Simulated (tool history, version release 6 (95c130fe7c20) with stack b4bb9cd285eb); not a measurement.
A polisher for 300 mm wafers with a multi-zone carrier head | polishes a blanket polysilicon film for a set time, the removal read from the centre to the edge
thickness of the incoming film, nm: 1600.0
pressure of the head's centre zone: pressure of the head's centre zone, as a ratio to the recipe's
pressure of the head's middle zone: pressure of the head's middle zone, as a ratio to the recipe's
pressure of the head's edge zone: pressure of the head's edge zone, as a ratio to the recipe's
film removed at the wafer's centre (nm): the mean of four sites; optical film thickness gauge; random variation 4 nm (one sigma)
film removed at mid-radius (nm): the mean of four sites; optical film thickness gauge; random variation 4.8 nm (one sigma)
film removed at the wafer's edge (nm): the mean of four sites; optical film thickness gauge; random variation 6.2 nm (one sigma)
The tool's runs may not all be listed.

| run | day | flow of slurry (ml/min) | pressure of the head's centre zone | pressure of the head's middle zone | pressure of the head's edge zone | polishing time (s) | film removed at the wafer's centre (nm) | film removed at mid-radius (nm) | film removed at the wafer's edge (nm) |
|---|---|---|---|---|---|---|---|---|---|
| 1 | 0 | 150 | 1 | 1 | 1 | 85 | 603.06 | 618.51 | 611.2 |
| 2 | 0.025 | 170 | 0.99 | 1.02 | 1.05 | 86 | 617.23 | 637.46 | 644.03 |
| 3 | 0.2 | 180 | 0.98 | 1.05 | 1.08 | 87 | 622.5 | 668.53 | 662.55 |
| 4 | 0.558 | 180 | 0.98 | 1.05 | 1.02 | 87 | 625.29 | 670.95 | 645.62 |
| 5 | 0.604 | 180 | 0.98 | 1.05 | 1.02 | 66 | 476.81 | 508.27 | 490.59 |
| 6 | 0.783 | 180 | 1.02 | 1.05 | 1.02 | 66 | 493.71 | 511.2 | 487.45 |
| 7 | 1.029 | 180 | 1.01 | 1.07 | 1.06 | 74 | 540.19 | 582.37 | 551.81 |
| 8 | 1.162 | 180 | 1.01 | 1.07 | 1.06 | 74 | 543.92 | 569.78 | 552.25 |

Run 9 comes next. What will it give?
| 9 | 1.304 | 180 | 1.01 | 1.07 | 1.06 | 74 | ? | ? | ? |

film removed at the wafer's centre (nm): 551.7
film removed at mid-radius (nm): 576.73
film removed at the wafer's edge (nm): 550.99

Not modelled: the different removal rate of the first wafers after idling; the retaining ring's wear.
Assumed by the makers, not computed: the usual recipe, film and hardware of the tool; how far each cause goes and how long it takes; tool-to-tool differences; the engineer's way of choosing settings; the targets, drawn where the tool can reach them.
